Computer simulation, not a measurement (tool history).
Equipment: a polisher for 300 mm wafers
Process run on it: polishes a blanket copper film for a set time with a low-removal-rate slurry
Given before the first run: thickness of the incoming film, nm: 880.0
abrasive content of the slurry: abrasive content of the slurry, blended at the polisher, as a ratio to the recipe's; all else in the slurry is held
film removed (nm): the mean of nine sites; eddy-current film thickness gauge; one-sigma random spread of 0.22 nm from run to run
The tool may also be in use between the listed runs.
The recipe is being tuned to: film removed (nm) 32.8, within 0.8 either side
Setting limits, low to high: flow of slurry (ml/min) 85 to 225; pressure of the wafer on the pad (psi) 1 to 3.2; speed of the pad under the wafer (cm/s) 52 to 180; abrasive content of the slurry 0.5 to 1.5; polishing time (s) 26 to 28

run,hour,flow of slurry (ml/min),pressure of the wafer on the pad (psi),speed of the pad under the wafer (cm/s),abrasive content of the slurry,polishing time (s),film removed (nm)
1,0,145,2.1,116,1,28,62.672
2,8.5,140,1.8,114,1,28,53.132
3,16.2,135,1.6,112,1,28,46.131
4,22.1,135,1.6,112,1,28,46.209
5,28.8,135,1.6,100,1,28,40.942
6,30.9,130,1.5,100,1,28,38.498
7,33,125,1.5,100,1,28,37.942
8,40.2,120,1.5,100,1,28,38.019
9,42,115,1.5,100,1,28,37.876
10,44.9,110,1.4,100,1,28,35.015
11,50.9,105,1.4,100,1,28,34.54
12,55.3,100,1.4,100,1,28,34.398
13,59.4,95,1.4,100,1,28,34.163
14,65.2,90,1.3,100,1,28,31.388
15,71.6,95,1.3,100,1,28,31.455

Below are 4 possible settings for the next run. Only one of them brings all results inside the allowed miss of their targets. Which is it?
A,78,85,1.2,110,0.9,28,?
B,78,95,1.4,86,1.25,28,?
C,78,105,1.3,106,1,27,?
D,78,100,1.4,90,0.95,27,?

move,film removed (nm)
A,31.217
B,30.715
C,33.325
D,30.038
A: the biggest miss grows against the last run
B: the biggest miss grows against the last run
C: hits every target within its allowed miss
D: the biggest miss grows against the last run
So the answer is move C, the one that meets all the targets.
